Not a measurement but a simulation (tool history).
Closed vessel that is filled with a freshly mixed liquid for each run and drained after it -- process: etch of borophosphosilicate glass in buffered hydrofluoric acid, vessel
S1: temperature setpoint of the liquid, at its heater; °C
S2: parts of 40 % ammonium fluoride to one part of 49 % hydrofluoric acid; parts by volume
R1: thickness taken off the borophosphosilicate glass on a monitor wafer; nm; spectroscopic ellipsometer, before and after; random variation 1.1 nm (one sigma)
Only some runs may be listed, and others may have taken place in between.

run 1 hour=0.0 | S1=20.0 S2=14.5 time_in_the_liquid_(s)=90 | R1=67.766
run 2 hour=7.1 | S1=21.5 S2=12.5 time_in_the_liquid_(s)=90 | R1=84.075
run 3 hour=16.0 | S1=18.5 S2=12.5 time_in_the_liquid_(s)=90 | R1=70.832
run 4 hour=24.4 | S1=20.5 S2=11.0 time_in_the_liquid_(s)=90 | R1=90.761
run 5 hour=29.3 | S1=20.5 S2=11.0 time_in_the_liquid_(s)=95 | R1=94.968
run 6 hour=32.4 | S1=20.5 S2=11.0 time_in_the_liquid_(s)=95 | R1=95.895
run 7 hour=35.8 | S1=22.0 S2=10.0 time_in_the_liquid_(s)=95 | R1=111.600
run 8 hour=39.5 | S1=23.0 S2=9.5 time_in_the_liquid_(s)=95 | R1=122.480
run 9 hour=46.5 | S1=24.0 S2=9.0 time_in_the_liquid_(s)=95 | R1=136.710
run 10 hour=53.5 | S1=25.0 S2=8.5 time_in_the_liquid_(s)=95 | R1=153.790
run 11 hour=57.5 | S1=25.0 S2=8.5 time_in_the_liquid_(s)=95 | R1=153.420

The next listed run, before its measurement:
run 12 hour=65.0 | S1=25.5 S2=8.5 time_in_the_liquid_(s)=95 | R1=?

Run 12 yielded R1 157.230 nm.
